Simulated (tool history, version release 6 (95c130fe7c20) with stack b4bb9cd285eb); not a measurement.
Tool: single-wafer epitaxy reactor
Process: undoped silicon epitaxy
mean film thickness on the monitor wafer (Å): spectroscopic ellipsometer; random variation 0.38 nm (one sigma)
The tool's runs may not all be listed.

| run | hour | wafer temperature setpoint (pyrometer-controlled) (°C) | deposition time (s) | mean film thickness on the monitor wafer (Å) |
|---|---|---|---|---|
| 1 | 0.0 | 645 | 510 | 895.68 |
| 2 | 1.9 | 645 | 477 | 840.59 |
| 3 | 7.0 | 640 | 477 | 755.19 |
| 4 | 14.6 | 640 | 405 | 642.30 |
| 5 | 18.0 | 645 | 405 | 713.79 |
| 6 | 24.8 | 636 | 405 | 592.94 |
| 7 | 28.1 | 639 | 406 | 628.52 |

Forecast run 8:
| 8 | 30.0 | 651 | 414 | ? |

mean film thickness on the monitor wafer (Å): 823.18
